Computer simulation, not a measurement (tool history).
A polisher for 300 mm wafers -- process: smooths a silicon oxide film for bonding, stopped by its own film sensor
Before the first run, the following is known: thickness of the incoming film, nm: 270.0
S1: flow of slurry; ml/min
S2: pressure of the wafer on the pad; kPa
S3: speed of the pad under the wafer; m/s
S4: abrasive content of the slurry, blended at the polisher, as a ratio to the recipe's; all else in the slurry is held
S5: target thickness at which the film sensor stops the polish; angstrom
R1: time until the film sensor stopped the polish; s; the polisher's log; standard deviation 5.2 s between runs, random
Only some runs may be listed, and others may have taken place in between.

| run | hour | S1 | S2 | S3 | S4 | S5 | R1 |
|---|---|---|---|---|---|---|---|
| 1 | 0.0 | 315 | 11.0 | 0.82 | 1.0 | 2080 | 165.92 |
| 2 | 5.0 | 315 | 11.0 | 0.82 | 1.0 | 2050 | 176.64 |
| 3 | 8.0 | 315 | 9.7 | 0.80 | 1.0 | 2050 | 189.62 |
| 4 | 10.9 | 315 | 8.3 | 0.74 | 1.0 | 2050 | 221.39 |
| 5 | 14.6 | 315 | 7.6 | 0.72 | 1.0 | 2050 | 237.44 |
| 6 | 21.1 | 315 | 7.6 | 0.72 | 1.0 | 2080 | 219.99 |

Run 7, settings as shown, results not yet in. Your forecast:
| 7 | 26.4 | 315 | 7.6 | 0.72 | 1.0 | 2080 | ? |

For run 7 the tool returned R1 222.31 s.

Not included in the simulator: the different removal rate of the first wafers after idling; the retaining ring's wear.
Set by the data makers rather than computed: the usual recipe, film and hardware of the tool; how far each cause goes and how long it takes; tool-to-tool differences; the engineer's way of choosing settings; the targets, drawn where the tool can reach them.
